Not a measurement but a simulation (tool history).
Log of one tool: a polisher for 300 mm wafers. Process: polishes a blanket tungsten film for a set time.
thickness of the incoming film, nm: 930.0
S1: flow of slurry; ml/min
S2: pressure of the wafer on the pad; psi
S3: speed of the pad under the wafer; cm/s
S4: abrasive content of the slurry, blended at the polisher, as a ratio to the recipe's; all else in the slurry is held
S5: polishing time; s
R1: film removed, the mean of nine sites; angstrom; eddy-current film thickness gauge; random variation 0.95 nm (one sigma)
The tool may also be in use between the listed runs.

| run | hour | S1 | S2 | S3 | S4 | S5 | R1 |
|---|---|---|---|---|---|---|---|
| 1 | 0 | 160 | 3.3 | 90 | 1 | 18 | 709.38 |
| 2 | 1.1 | 160 | 2.7 | 90 | 1 | 18 | 580.25 |
| 3 | 6.3 | 190 | 2.7 | 90 | 1 | 18 | 592.01 |
| 4 | 9.8 | 190 | 3.1 | 90 | 1 | 18 | 692.78 |
| 5 | 11.8 | 195 | 3.4 | 90 | 1 | 18 | 742.73 |
| 6 | 19.1 | 175 | 3.4 | 90 | 1 | 18 | 737 |
| 7 | 25.1 | 175 | 3.4 | 90 | 1 | 18 | 739.15 |
| 8 | 28.1 | 175 | 3.4 | 90 | 1 | 18 | 730.43 |
| 9 | 30.7 | 180 | 3.7 | 90 | 1 | 18 | 801.76 |
| 10 | 38.8 | 180 | 3.9 | 90 | 1 | 18 | 850.32 |

Forecast run 11:
| 11 | 43.4 | 180 | 4 | 90 | 1 | 18 | ? |

R1: 869.77 angstrom

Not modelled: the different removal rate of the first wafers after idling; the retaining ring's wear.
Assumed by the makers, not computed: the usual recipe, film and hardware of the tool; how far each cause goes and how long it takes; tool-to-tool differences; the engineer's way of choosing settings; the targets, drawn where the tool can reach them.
